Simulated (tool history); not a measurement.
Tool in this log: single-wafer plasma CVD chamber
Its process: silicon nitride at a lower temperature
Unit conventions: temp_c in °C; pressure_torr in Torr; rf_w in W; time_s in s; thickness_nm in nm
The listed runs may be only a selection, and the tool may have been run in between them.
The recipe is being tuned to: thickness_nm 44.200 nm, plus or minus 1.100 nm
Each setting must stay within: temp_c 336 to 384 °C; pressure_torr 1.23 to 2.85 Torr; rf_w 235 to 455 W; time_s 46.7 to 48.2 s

run,hour,temp_c,pressure_torr,rf_w,time_s,thickness_nm
1,0.0,360,2.04,345,46.7,59.226
2,6.1,360,2.04,365,46.7,61.084
3,6.7,360,1.90,345,46.7,57.386
4,14.8,360,1.80,330,46.7,55.211
5,20.2,360,1.72,315,46.7,52.542
# hour 26.4: thermocouple changed; heater temperature recalibrated
6,26.4,360,1.72,315,46.7,52.294
7,29.0,360,1.65,305,46.7,50.109
8,32.1,360,1.65,305,46.7,50.214
9,39.8,360,1.59,300,46.7,48.947
10,47.4,360,1.54,295,46.7,47.919

Which single option among these 5 for the next run brings every result within its allowed miss of target? Just one does.
A,55.0,359,1.50,325,47.1,?
B,55.0,355,1.42,325,47.7,?
C,55.0,376,1.95,295,48.2,?
D,55.0,360,1.42,280,46.7,?
E,55.0,356,1.62,295,47.3,?

move,thickness_nm
A,51.131
B,50.715
C,53.508
D,44.666
E,49.502
A: the biggest miss grows against the last run
B: the biggest miss grows against the last run
C: the biggest miss grows against the last run
D: every result within its allowed miss
E: the biggest miss grows against the last run
The right move is D.

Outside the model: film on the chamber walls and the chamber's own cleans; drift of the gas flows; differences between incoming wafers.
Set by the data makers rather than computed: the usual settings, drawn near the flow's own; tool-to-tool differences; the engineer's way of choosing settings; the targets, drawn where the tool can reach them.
